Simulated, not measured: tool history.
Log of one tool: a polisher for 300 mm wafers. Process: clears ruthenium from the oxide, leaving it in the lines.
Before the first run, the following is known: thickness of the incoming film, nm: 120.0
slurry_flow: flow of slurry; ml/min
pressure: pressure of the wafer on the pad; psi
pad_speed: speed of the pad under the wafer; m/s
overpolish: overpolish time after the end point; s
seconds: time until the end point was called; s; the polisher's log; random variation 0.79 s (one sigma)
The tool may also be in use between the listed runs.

run,hour,slurry_flow,pressure,pad_speed,overpolish,seconds
1,0,260,2.3,1.16,8,81.635
2,8.8,260,2.7,1.16,8,67.962
3,14.8,260,2.9,1.18,8,61.29
4,16,260,2.9,1.18,8,62.767
5,18.7,260,2.4,1.18,8,73.906
6,27.3,260,2.4,1.18,8,76.997
7,31.7,260,2.4,1.18,8,74.159

Run 8 comes next. What will it give?
8,33.6,260,2.7,1.2,8,?

{"run 8": {"seconds": 66.595}}
